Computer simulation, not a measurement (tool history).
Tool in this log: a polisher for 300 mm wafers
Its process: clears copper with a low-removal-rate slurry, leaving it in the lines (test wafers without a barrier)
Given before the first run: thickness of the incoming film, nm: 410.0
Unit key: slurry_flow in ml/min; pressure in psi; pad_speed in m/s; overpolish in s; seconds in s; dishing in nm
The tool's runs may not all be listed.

run,hour,slurry_flow,pressure,pad_speed,slurry_solids,overpolish,seconds,dishing
1,0,290,3.7,1.04,1,20,113.95,22.193
2,6.8,290,3.7,1.04,1,27,112.52,22.869
3,13.1,290,3.7,1.04,1.15,27,112.45,23.091
4,17.3,290,3.3,1.02,1.15,29,123.77,22.796
5,25.9,290,2.6,1.02,1.15,29,146.82,22.398
6,31.4,290,2.4,1.02,1.15,29,155.46,21.493

What does the tool deliver on the next run?
7,32.4,290,2.1,1,1.15,35,?,?

{"run 7": {"seconds": 179.27, "dishing": 22.204}}
